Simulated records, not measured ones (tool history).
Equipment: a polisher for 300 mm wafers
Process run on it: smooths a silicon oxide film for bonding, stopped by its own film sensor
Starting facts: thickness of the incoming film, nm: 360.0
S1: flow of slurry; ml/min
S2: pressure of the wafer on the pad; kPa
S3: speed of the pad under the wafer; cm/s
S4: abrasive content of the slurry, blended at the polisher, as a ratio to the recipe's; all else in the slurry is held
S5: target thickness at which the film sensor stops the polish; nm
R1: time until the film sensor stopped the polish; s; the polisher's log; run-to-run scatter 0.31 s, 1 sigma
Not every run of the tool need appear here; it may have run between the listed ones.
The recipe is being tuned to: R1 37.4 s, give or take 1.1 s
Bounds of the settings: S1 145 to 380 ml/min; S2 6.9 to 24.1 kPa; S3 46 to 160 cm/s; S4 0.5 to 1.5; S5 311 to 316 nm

run  hour   S1    S2   S3    S4   S5      R1
  1     0  245  15.2  102     1  311  70.331
  2   8.1  245  13.1  102     1  311   81.13
  3  12.6  245  13.1   86     1  311  90.512
  4  16.9  250  16.5   92     1  311  69.271
  5    23  250  19.3   96     1  311  58.324
  6  26.5  250  19.3   96  0.85  311  61.765
  7  30.4  260  23.4  122  0.85  311  43.266
  8  35.3  260  23.4  128  0.85  311   41.56
  9  38.9  260  23.4  132  0.85  311  41.301
 10  46.5  260  23.4  136  0.85  311  40.311
 11    53  260  23.4  138  0.85  311  39.891
 12  58.3  260  23.4  140  0.85  311  39.339

Which one of the following 5 next-run settings gets every result inside its allowed miss? There is exactly one.
  A  63.6  185  22.1  148  0.85  311   ?
  B  63.6  290  21.4  140   0.8  315   ?
  C  63.6  200  22.8  130     1  311   ?
  D  63.6  230  22.8  140   0.8  316   ?
  E  63.6  335  24.1  160   0.5  313   ?

move      R1
   A  41.756
   B  39.759
   C  41.127
   D  37.548
   E  40.356
A: moves away from the targets compared with the last run
B: moves away from the targets compared with the last run
C: moves away from the targets compared with the last run
D: in spec on every target
E: moves away from the targets compared with the last run
D is the move that brings every result within its allowed miss.
